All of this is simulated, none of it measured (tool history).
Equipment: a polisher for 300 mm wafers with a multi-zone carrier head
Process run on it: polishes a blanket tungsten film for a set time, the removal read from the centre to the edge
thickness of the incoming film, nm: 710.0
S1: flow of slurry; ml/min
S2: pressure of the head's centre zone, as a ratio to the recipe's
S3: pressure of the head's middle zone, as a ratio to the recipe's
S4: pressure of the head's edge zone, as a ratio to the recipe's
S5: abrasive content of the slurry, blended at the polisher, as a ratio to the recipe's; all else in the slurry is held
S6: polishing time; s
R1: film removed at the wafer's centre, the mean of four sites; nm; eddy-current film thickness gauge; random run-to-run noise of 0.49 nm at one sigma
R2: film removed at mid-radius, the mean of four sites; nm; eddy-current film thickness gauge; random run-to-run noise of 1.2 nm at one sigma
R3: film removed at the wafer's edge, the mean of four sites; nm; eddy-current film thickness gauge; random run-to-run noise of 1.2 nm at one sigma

run  hour   S1    S2    S3    S4    S5  S6      R1      R2      R3
  1   0.0  185  1.00  1.00  1.00  1.00  33  114.33  112.12  111.63
  2   6.5  215  1.00  1.00  1.00  1.00  33  118.72  115.65  117.02
  3  12.6  215  1.08  1.00  1.00  1.00  33  127.74  115.53  120.16
  4  18.6  215  1.12  1.00  1.00  1.00  33  132.87  114.62  118.72
  5  24.9  215  1.12  1.00  1.00  1.00  38  151.95  131.03  133.37
  6  25.7  240  1.12  1.00  1.00  1.00  38  157.72  135.74  140.01

For run 7, what comes out?
  7  33.2  225  1.08  1.01  0.99  0.95  37   ?   ?   ?

R1: 142.87 nm
R2: 128.85 nm
R3: 131.76 nm

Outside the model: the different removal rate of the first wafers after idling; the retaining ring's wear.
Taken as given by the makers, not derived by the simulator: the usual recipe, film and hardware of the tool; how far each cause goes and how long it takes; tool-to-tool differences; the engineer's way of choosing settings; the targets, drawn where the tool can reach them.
